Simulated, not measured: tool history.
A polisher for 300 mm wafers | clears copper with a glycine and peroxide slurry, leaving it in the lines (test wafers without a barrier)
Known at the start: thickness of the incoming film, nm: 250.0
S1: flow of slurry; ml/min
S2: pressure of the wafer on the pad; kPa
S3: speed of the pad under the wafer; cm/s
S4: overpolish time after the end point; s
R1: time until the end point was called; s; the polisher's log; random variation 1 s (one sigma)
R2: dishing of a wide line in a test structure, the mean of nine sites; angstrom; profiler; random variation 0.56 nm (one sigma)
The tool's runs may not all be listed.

{"run": 1, "hour": 0.0, "S1": 275, "S2": 11.7, "S3": 96, "S4": 9, "R1": 91.802, "R2": 217.53}
{"run": 2, "hour": 4.2, "S1": 275, "S2": 11.7, "S3": 96, "S4": 11, "R1": 91.344, "R2": 250.32}
{"run": 3, "hour": 7.9, "S1": 275, "S2": 13.1, "S3": 100, "S4": 10, "R1": 81.89, "R2": 252.89}
{"run": 4, "hour": 14.2, "S1": 275, "S2": 15.2, "S3": 100, "S4": 10, "R1": 70.448, "R2": 295.37}
{"run": 5, "hour": 20.5, "S1": 275, "S2": 15.9, "S3": 102, "S4": 10, "R1": 69.391, "R2": 301.17}
{"run": 6, "hour": 24.9, "S1": 210, "S2": 15.9, "S3": 102, "S4": 10, "R1": 71.853, "R2": 305.77}
{"run": 7, "hour": 29.1, "S1": 210, "S2": 15.9, "S3": 102, "S4": 10, "R1": 70.128, "R2": 294.19}
{"run": 8, "hour": 32.6, "S1": 210, "S2": 16.5, "S3": 106, "S4": 10, "R1": 65.467, "R2": 318.9}
{"run": 9, "hour": 38.9, "S1": 210, "S2": 17.2, "S3": 108, "S4": 10, "R1": 64.138, "R2": 324.22}

Forecast run 10:
{"run": 10, "hour": 45.3, "S1": 215, "S2": 17.2, "S3": 112, "S4": 10, "R1": "?", "R2": "?"}

{"run 10": {"R1": 59.841, "R2": 334.16}}

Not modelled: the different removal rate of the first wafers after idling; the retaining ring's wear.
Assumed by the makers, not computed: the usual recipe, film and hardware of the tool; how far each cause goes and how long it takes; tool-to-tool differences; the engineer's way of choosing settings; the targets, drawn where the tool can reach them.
